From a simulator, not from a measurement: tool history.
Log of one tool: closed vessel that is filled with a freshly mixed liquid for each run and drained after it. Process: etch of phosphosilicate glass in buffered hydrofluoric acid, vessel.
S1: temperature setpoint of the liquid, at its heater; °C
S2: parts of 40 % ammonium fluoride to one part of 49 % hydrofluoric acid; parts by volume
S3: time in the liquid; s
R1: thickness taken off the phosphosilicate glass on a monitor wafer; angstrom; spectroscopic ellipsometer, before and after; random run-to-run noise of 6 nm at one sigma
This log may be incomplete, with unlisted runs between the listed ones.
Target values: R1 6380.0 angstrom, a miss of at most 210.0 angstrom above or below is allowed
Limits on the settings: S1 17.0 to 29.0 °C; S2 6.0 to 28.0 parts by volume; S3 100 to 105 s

{"run": 1, "day": 0.0, "S1": 21.0, "S2": 17.0, "S3": 100, "R1": 2675.1}
{"run": 2, "day": 0.258, "S1": 21.0, "S2": 17.0, "S3": 105, "R1": 2837.4}
{"run": 3, "day": 0.379, "S1": 17.5, "S2": 17.0, "S3": 105, "R1": 2305.0}
{"run": 4, "day": 0.483, "S1": 19.5, "S2": 16.0, "S3": 105, "R1": 2725.0}
{"run": 5, "day": 0.588, "S1": 19.5, "S2": 16.0, "S3": 105, "R1": 2728.5}
{"run": 6, "day": 0.667, "S1": 22.5, "S2": 16.0, "S3": 105, "R1": 3260.3}
{"run": 7, "day": 0.796, "S1": 23.5, "S2": 15.0, "S3": 105, "R1": 3599.0}
{"run": 8, "day": 0.917, "S1": 24.5, "S2": 14.0, "S3": 105, "R1": 4157.5}

Pick the move, out of 5, that brings all results within their allowed miss; only one does.
{"run": "A", "day": 1.038, "S1": 26.5, "S2": 10.0, "S3": 105, "R1": "?"}
{"run": "B", "day": 1.038, "S1": 27.5, "S2": 8.0, "S3": 105, "R1": "?"}
{"run": "C", "day": 1.038, "S1": 23.0, "S2": 17.5, "S3": 100, "R1": "?"}
{"run": "D", "day": 1.038, "S1": 24.5, "S2": 10.0, "S3": 100, "R1": "?"}
{"run": "E", "day": 1.038, "S1": 23.5, "S2": 9.5, "S3": 105, "R1": "?"}

move=A R1=6313.7
move=B R1=8014.2
move=C R1=2871.1
move=D R1=5397.5
move=E R1=5641.2
A: all results land within tolerance of their targets
B: carries the result that was furthest off beyond its target, to the other side
C: lands further from the targets than the last run did
D: better than the last run, though not everything is in spec
E: better than the last run, though not everything is in spec
The move that meets every target is A.
